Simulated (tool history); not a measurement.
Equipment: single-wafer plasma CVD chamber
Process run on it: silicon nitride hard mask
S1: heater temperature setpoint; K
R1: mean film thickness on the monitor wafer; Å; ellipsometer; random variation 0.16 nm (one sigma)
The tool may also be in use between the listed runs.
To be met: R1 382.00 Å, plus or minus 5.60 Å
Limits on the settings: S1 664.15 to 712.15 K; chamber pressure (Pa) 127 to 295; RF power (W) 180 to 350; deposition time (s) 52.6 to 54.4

Run 1, day 0.000: S1 688.15 K, chamber pressure (Pa) 211, RF power (W) 265, deposition time (s) 52.6. Result: R1 547.48 Å.
Run 2, day 0.279: S1 696.15 K, chamber pressure (Pa) 183, RF power (W) 235, deposition time (s) 52.6. Result: R1 462.99 Å.
Run 3, day 0.404: S1 692.15 K, chamber pressure (Pa) 183, RF power (W) 235, deposition time (s) 52.6. Result: R1 464.43 Å.
Run 4, day 0.712: S1 692.15 K, chamber pressure (Pa) 164, RF power (W) 225, deposition time (s) 52.6. Result: R1 424.13 Å.
Run 5, day 1.062: S1 702.15 K, chamber pressure (Pa) 164, RF power (W) 225, deposition time (s) 52.6. Result: R1 422.86 Å.
Run 6, day 1.300: S1 702.15 K, chamber pressure (Pa) 152, RF power (W) 225, deposition time (s) 52.6. Result: R1 404.76 Å.
Run 7, day 1.362: S1 702.15 K, chamber pressure (Pa) 145, RF power (W) 225, deposition time (s) 52.6. Result: R1 394.73 Å.
Run 8, day 1.662: S1 702.15 K, chamber pressure (Pa) 143, RF power (W) 225, deposition time (s) 52.6. Result: R1 390.46 Å.

Pick the move, out of 4, that brings all results within their allowed miss; only one does.
Run A, day 1.962: S1 703.15 K, chamber pressure (Pa) 137, RF power (W) 215, deposition time (s) 52.6. Result: R1 ?.
Run B, day 1.962: S1 702.15 K, chamber pressure (Pa) 140, RF power (W) 215, deposition time (s) 54.4. Result: R1 ?.
Run C, day 1.962: S1 699.15 K, chamber pressure (Pa) 144, RF power (W) 210, deposition time (s) 52.6. Result: R1 ?.
Run D, day 1.962: S1 684.15 K, chamber pressure (Pa) 165, RF power (W) 210, deposition time (s) 52.6. Result: R1 ?.

move      R1
   A  367.12
   B  384.73
   C  371.41
   D  403.49
A: takes the biggest miss from the last run beyond its target
B: every result within its allowed miss
C: takes the biggest miss from the last run beyond its target
D: further off than the last run
The right move is B.
